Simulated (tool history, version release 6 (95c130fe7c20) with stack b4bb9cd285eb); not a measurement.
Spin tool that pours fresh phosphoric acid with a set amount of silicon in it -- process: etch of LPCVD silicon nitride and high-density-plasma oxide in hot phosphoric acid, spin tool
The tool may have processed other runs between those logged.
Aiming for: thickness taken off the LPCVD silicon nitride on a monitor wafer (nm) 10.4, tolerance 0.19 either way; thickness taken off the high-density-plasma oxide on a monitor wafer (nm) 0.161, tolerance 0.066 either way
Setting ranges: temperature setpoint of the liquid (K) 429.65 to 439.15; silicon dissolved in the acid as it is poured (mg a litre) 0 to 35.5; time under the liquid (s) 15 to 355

run,hour,temperature setpoint of the liquid (K),silicon dissolved in the acid as it is poured (mg a litre),time under the liquid (s),thickness taken off the LPCVD silicon nitride on a monitor wafer (nm),thickness taken off the high-density-plasma oxide on a monitor wafer (nm)
1,0,434.15,15.5,180,16.541,0.32368
2,0.9,433.15,16,165,14.592,0.28399
3,2.4,433.15,16,215,19.103,0.32717
4,4.4,432.65,17,195,17.08,0.30707
5,10.2,432.15,19,180,15.512,0.23017
6,19,432.15,12,180,15.391,0.31117
7,22.2,431.65,13,165,13.945,0.24007
8,27.5,431.15,12.5,155,12.777,0.2502
9,32.7,430.65,13.5,150,12.128,0.18655
10,40.1,430.65,13,145,11.809,0.16923
11,42.5,430.65,12,140,11.372,0.20453
12,49.3,430.65,12.5,140,11.436,0.19228
13,52.2,430.15,12.5,135,10.798,0.20557
14,54.7,430.15,14,135,10.798,0.1934

4 candidate next runs follow, results not yet known. Just one meets every target within its allowed miss. Identify it.
A,57.2,432.15,19.5,130,?,?
B,57.2,431.15,22.5,125,?,?
C,57.2,430.15,35.5,125,?,?
D,57.2,432.15,17,115,?,?

move,thickness taken off the LPCVD silicon nitride on a monitor wafer (nm),thickness taken off the high-density-plasma oxide on a monitor wafer (nm)
A,11.14,0.19345
B,10.355,0.15805
C,10.009,0.08798
D,9.8544,0.18318
A: its largest miss is bigger than the last run's
B: each result inside its tolerance
C: takes the result that was furthest off past its target
D: takes the result that was furthest off past its target
Correct choice: B, which meets every target

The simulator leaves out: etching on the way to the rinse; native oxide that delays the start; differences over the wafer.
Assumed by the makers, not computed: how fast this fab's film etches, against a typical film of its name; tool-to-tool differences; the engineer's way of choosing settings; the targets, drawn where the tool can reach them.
